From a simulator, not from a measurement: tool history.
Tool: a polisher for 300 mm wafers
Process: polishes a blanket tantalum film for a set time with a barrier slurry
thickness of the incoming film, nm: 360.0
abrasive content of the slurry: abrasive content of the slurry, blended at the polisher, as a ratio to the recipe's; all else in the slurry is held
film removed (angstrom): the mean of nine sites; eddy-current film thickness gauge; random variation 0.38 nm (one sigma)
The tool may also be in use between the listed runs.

run,hour,flow of slurry (ml/min),pressure of the wafer on the pad (psi),speed of the pad under the wafer (cm/s),abrasive content of the slurry,polishing time (s),film removed (angstrom)
1,0,290,1.4,102,1,34,368.59
2,2.9,290,1.4,102,1,31,331.13
3,9.3,290,1.4,102,1.1,31,343.55
4,15.8,360,1.4,102,1.1,31,349.45
5,24.3,360,1.4,92,1.1,31,320.82
6,29.3,360,1.2,92,1.1,31,274.64

The next listed run, before its measurement:
7,30.6,360,1.3,92,1.1,31,?

film removed (angstrom): 298.64

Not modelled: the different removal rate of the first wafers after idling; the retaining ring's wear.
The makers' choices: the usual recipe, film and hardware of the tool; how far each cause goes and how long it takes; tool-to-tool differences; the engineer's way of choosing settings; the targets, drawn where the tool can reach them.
